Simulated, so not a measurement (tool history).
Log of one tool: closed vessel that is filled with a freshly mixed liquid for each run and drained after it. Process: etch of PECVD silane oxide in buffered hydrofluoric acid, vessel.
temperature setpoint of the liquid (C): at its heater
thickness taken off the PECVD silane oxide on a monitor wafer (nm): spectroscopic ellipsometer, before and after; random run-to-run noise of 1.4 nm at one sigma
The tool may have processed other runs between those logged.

run	hour	temperature setpoint of the liquid (C)	parts of 40 % ammonium fluoride to one part of 49 % hydrofluoric acid (parts by volume)	time in the liquid (s)	thickness taken off the PECVD silane oxide on a monitor wafer (nm)
1	0.0	23.0	11	90	327.13
2	1.2	23.0	11	90	326.62
3	5.5	23.0	11	95	345.49
4	10.5	23.5	11	95	354.64
5	18.2	22.0	11	95	325.19
6	20.5	22.5	11	95	333.64
7	21.2	23.0	11	95	342.16
8	26.0	23.5	11	95	354.49
9	31.8	24.0	11	95	364.70

Run 10, settings as shown, results not yet in. Your forecast:
10	40.6	25.5	11	95	?

thickness taken off the PECVD silane oxide on a monitor wafer (nm): 395.48

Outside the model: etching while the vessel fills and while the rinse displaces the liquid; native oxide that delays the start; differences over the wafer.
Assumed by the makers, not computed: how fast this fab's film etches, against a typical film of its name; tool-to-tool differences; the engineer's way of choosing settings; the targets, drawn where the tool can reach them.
